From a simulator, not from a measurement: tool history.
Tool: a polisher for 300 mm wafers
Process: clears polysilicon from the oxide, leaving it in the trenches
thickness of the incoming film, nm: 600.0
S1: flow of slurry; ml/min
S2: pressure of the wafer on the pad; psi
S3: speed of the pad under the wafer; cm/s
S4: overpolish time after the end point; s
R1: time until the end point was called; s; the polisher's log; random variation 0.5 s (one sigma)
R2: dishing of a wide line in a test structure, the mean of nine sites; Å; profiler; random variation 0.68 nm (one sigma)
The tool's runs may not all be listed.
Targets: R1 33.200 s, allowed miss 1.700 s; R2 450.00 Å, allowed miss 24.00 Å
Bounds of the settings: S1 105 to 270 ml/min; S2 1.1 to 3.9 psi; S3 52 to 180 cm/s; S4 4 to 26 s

| run | hour | S1 | S2 | S3 | S4 | R1 | R2 |
|---|---|---|---|---|---|---|---|
| 1 | 0.0 | 175 | 2.5 | 116 | 13 | 43.204 | 613.47 |
| 2 | 4.6 | 180 | 2.7 | 116 | 10 | 39.300 | 606.70 |
| 3 | 12.3 | 220 | 2.7 | 116 | 10 | 38.712 | 596.96 |
| 4 | 17.1 | 220 | 2.3 | 116 | 10 | 44.673 | 581.16 |
| 5 | 26.0 | 220 | 2.3 | 138 | 10 | 38.314 | 607.28 |
| 6 | 28.1 | 220 | 2.3 | 116 | 10 | 45.282 | 570.54 |
| 7 | 29.0 | 235 | 2.7 | 102 | 8 | 44.342 | 563.05 |
| 8 | 33.5 | 245 | 2.9 | 100 | 7 | 41.408 | 526.84 |
| 9 | 38.3 | 245 | 2.9 | 100 | 7 | 41.498 | 529.95 |
| 10 | 41.4 | 255 | 3.2 | 94 | 6 | 39.260 | 506.94 |
| 11 | 42.9 | 260 | 3.4 | 90 | 5 | 39.546 | 459.65 |
| 12 | 48.1 | 260 | 3.5 | 92 | 5 | 37.631 | 489.24 |
| 13 | 54.6 | 265 | 3.6 | 92 | 5 | 35.816 | 485.77 |

4 next moves are on the table. One of them brings every result within its allowed miss. Which?
| A | 61.1 | 205 | 3.9 | 108 | 5 | ? | ? |
| B | 61.1 | 270 | 3.9 | 92 | 6 | ? | ? |
| C | 61.1 | 265 | 3.3 | 98 | 7 | ? | ? |
| D | 61.1 | 265 | 3.9 | 92 | 4 | ? | ? |

| move | R1 | R2 |
|---|---|---|
| A | 29.810 | 543.30 |
| B | 33.484 | 557.06 |
| C | 37.286 | 566.35 |
| D | 33.547 | 464.41 |
A: takes the result that was furthest off past its target
B: brings the result that was furthest off to its target, and leaves another outside
C: further off than the last run
D: meets every target
Answer: D
